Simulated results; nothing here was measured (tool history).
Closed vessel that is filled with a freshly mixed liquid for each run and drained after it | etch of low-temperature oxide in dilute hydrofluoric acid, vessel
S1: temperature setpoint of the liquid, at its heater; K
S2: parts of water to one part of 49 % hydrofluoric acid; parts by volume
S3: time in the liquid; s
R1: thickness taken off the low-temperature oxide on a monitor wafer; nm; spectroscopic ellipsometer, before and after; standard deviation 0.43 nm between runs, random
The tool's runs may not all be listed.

Run 1, hour 0: S1 298.15 K, S2 110 parts by volume, S3 160 s. Result: R1 50.321 nm.
Run 2, hour 3.4: S1 299.15 K, S2 110 parts by volume, S3 160 s. Result: R1 51.677 nm.
Run 3, hour 12.4: S1 299.15 K, S2 110 parts by volume, S3 170 s. Result: R1 55.223 nm.
Run 4, hour 14: S1 297.15 K, S2 110 parts by volume, S3 170 s. Result: R1 50.83 nm.
Run 5, hour 19: S1 299.15 K, S2 110 parts by volume, S3 170 s. Result: R1 55.285 nm.
Run 6, hour 24.3: S1 300.15 K, S2 110 parts by volume, S3 170 s. Result: R1 57.53 nm.
Run 7, hour 25.4: S1 301.15 K, S2 110 parts by volume, S3 170 s. Result: R1 59.47 nm.
Run 8, hour 32.2: S1 302.15 K, S2 110 parts by volume, S3 170 s. Result: R1 61.168 nm.
Run 9, hour 34.2: S1 302.65 K, S2 110 parts by volume, S3 170 s. Result: R1 63.176 nm.

Run 10 has not been measured yet. What should we expect?
Run 10, hour 40.6: S1 302.65 K, S2 110 parts by volume, S3 170 s. Result: R1 ?.

Run 10 produced R1 63.17 nm.

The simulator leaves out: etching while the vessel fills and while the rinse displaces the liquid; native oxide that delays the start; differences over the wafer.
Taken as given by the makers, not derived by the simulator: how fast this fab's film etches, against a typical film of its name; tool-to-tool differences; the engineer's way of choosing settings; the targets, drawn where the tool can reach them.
